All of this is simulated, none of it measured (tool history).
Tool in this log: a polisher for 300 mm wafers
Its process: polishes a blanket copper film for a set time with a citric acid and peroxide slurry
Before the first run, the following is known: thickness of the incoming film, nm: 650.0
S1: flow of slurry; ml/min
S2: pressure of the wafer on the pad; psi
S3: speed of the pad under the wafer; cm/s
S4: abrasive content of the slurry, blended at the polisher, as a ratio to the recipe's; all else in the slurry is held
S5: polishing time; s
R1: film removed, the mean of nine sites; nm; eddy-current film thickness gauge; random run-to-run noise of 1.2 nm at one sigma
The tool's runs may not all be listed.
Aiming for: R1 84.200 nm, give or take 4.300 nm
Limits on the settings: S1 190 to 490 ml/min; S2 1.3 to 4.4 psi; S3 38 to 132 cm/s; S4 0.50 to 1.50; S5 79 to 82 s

{"run": 1, "hour": 0.0, "S1": 315, "S2": 2.8, "S3": 84, "S4": 1.0, "S5": 79, "R1": 127.3}
{"run": 2, "hour": 1.9, "S1": 315, "S2": 2.6, "S3": 84, "S4": 1.0, "S5": 79, "R1": 114.68}
{"run": 3, "hour": 10.4, "S1": 315, "S2": 2.6, "S3": 100, "S4": 1.0, "S5": 79, "R1": 132.95}
{"run": 4, "hour": 14.1, "S1": 315, "S2": 2.6, "S3": 100, "S4": 1.15, "S5": 79, "R1": 134.43}
{"run": 5, "hour": 22.4, "S1": 315, "S2": 2.6, "S3": 86, "S4": 1.15, "S5": 79, "R1": 119.82}
{"run": 6, "hour": 29.5, "S1": 315, "S2": 2.6, "S3": 66, "S4": 1.15, "S5": 79, "R1": 98.339}
{"run": 7, "hour": 38.4, "S1": 315, "S2": 2.5, "S3": 66, "S4": 1.15, "S5": 79, "R1": 92.958}
{"run": 8, "hour": 40.2, "S1": 315, "S2": 2.4, "S3": 66, "S4": 1.15, "S5": 79, "R1": 91.818}

Below are 5 possible settings for the next run. Only one of them brings all results inside the allowed miss of their targets. Which is it?
{"run": "A", "hour": 42.0, "S1": 210, "S2": 1.9, "S3": 74, "S4": 0.95, "S5": 82, "R1": "?"}
{"run": "B", "hour": 42.0, "S1": 345, "S2": 2.0, "S3": 60, "S4": 1.1, "S5": 79, "R1": "?"}
{"run": "C", "hour": 42.0, "S1": 315, "S2": 2.1, "S3": 58, "S4": 1.2, "S5": 79, "R1": "?"}
{"run": "D", "hour": 42.0, "S1": 300, "S2": 2.2, "S3": 56, "S4": 1.2, "S5": 79, "R1": "?"}
{"run": "E", "hour": 42.0, "S1": 310, "S2": 2.0, "S3": 76, "S4": 1.05, "S5": 79, "R1": "?"}

move=A R1=75.874
move=B R1=70.852
move=C R1=73.127
move=D R1=74.262
move=E R1=82.845
A: the result that was furthest off in the last run now lies on the other side of its target
B: the result that was furthest off in the last run now lies on the other side of its target
C: the result that was furthest off in the last run now lies on the other side of its target
D: the result that was furthest off in the last run now lies on the other side of its target
E: meets every target
Correct choice: E, which meets every target
